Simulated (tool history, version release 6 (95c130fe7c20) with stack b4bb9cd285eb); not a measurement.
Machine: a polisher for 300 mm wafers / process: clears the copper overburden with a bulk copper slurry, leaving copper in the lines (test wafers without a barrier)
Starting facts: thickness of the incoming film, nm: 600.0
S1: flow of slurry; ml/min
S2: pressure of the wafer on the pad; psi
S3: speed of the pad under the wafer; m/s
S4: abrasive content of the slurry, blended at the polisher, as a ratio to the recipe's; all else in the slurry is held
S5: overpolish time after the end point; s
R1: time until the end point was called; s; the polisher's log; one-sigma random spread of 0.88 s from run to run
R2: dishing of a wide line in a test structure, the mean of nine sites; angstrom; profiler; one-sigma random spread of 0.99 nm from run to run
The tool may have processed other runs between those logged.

run	hour	S1	S2	S3	S4	S5	R1	R2
1	0	125	2.5	0.98	1	21	75.791	760.89
2	8.8	125	2.5	1	1	17	76.771	713.03
3	16.5	125	2.5	1.18	1	17	65.775	762.58
4	19.9	125	2.5	1.18	1.1	17	64.328	758.4
5	28.7	125	2.4	1.2	1.15	14	65.297	675.61
6	30.4	125	2.3	1.2	1.15	13	68.419	616.42
7	31.2	125	2.2	1.2	1.15	12	70.435	563.74
8	38.4	110	2	1.2	1.15	10	80.889	449.57
9	40.5	115	2	1.2	1.15	10	79.862	453.23

What will run 10 give?
10	41.5	120	2	1.2	1.15	10	?	?

R1: 78.687 s
R2: 439.03 angstrom
